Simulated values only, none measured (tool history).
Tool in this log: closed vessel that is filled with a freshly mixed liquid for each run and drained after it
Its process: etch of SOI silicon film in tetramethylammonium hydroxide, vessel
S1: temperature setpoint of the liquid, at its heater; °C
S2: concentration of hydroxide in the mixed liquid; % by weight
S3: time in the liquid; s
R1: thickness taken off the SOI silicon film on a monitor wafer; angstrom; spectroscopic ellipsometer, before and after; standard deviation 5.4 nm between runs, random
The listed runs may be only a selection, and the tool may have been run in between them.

run	hour	S1	S2	S3	R1
1	0	67	17.5	95	3878.4
2	0.6	70	17.5	95	4634.1
3	9.1	70	17.5	100	4835.1
4	12.5	70	17.5	95	4639.1
5	19	70	20	95	4349.2
6	25.3	72	20	95	4878
7	29.2	72.5	20	95	5007.2
8	38	73	20	95	5128.1
9	44.1	73.5	20	95	5302

What does the tool deliver on the next run?
10	45.9	74	20	95	?

R1: 5512.2 angstrom

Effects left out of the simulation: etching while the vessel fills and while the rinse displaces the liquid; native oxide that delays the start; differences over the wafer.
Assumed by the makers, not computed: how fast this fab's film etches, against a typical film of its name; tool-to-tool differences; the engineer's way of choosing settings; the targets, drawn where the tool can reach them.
